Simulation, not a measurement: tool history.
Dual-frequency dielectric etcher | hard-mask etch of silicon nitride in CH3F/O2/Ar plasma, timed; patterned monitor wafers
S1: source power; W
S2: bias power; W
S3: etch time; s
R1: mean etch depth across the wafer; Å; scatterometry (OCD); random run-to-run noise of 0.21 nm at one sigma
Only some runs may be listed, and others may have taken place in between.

run    day   S1  S2     S3      R1
  1  0.000  480  78  113.5  879.13
  2  0.158  440  78  113.5  851.71
  3  0.238  400  78  113.5  824.65
  4  0.267  400  78  104.0  757.89
  5  0.425  380  78  104.0  744.99
  6  0.596  380  86  104.0  779.38

Predict the results of run 7:
  7  0.954  350  85  104.0   ?

Run 7 gave R1 754.58 Å.
